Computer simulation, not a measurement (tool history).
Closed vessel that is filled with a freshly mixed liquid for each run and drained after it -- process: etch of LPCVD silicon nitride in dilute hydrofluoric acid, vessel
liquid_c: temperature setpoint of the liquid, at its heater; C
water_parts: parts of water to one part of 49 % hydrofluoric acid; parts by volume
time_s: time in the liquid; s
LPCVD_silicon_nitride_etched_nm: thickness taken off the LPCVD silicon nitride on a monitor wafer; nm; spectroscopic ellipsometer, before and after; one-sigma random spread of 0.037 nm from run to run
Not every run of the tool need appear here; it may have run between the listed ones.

run  hour  liquid_c  water_parts  time_s  LPCVD_silicon_nitride_etched_nm
  1   0.0      23.0           70    1315                           7.9537
  2   1.5      22.5           70    1315                           7.5394
  3   5.0      22.0           70    1315                           7.3054
  4  13.9      22.0           70    1410                           7.7769
  5  19.1      22.0           70    1410                           7.7155
  6  27.8      22.0           90    1410                           6.0869
  7  32.1      21.5           90    1410                           5.9197

Run 8, settings as shown, results not yet in. Your forecast:
  8  34.5      20.5           90    1410                                ?

LPCVD_silicon_nitride_etched_nm: 5.4604 nm
